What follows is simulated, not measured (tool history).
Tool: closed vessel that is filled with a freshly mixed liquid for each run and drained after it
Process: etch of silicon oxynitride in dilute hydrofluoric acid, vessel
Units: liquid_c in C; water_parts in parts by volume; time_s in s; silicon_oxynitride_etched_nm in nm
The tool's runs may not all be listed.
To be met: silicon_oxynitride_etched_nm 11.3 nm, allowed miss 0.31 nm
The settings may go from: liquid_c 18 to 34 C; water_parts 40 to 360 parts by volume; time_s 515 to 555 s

{"run": 1, "day": 0.0, "liquid_c": 26, "water_parts": 200, "time_s": 515, "silicon_oxynitride_etched_nm": 13.576}
{"run": 2, "day": 0.092, "liquid_c": 26, "water_parts": 250, "time_s": 515, "silicon_oxynitride_etched_nm": 10.59}
{"run": 3, "day": 0.162, "liquid_c": 26.5, "water_parts": 250, "time_s": 515, "silicon_oxynitride_etched_nm": 10.749}
{"run": 4, "day": 0.475, "liquid_c": 27, "water_parts": 250, "time_s": 515, "silicon_oxynitride_etched_nm": 10.912}
{"run": 5, "day": 0.788, "liquid_c": 24, "water_parts": 250, "time_s": 515, "silicon_oxynitride_etched_nm": 9.6547}
{"run": 6, "day": 0.912, "liquid_c": 24, "water_parts": 250, "time_s": 555, "silicon_oxynitride_etched_nm": 10.395}
{"run": 7, "day": 1.271, "liquid_c": 24.5, "water_parts": 250, "time_s": 555, "silicon_oxynitride_etched_nm": 10.661}
{"run": 8, "day": 1.483, "liquid_c": 25, "water_parts": 250, "time_s": 555, "silicon_oxynitride_etched_nm": 10.702}

Which of these 4 next moves meets every target?
{"run": "A", "day": 1.696, "liquid_c": 27, "water_parts": 260, "time_s": 555, "silicon_oxynitride_etched_nm": "?"}
{"run": "B", "day": 1.696, "liquid_c": 21.5, "water_parts": 235, "time_s": 550, "silicon_oxynitride_etched_nm": "?"}
{"run": "C", "day": 1.696, "liquid_c": 23.5, "water_parts": 245, "time_s": 555, "silicon_oxynitride_etched_nm": "?"}
{"run": "D", "day": 1.696, "liquid_c": 25, "water_parts": 255, "time_s": 515, "silicon_oxynitride_etched_nm": "?"}

move=A silicon_oxynitride_etched_nm=11.252
move=B silicon_oxynitride_etched_nm=9.9369
move=C silicon_oxynitride_etched_nm=10.422
move=D silicon_oxynitride_etched_nm=9.8326
A: meets every target
B: further off than the last run
C: further off than the last run
D: further off than the last run
Move A is the one to make.
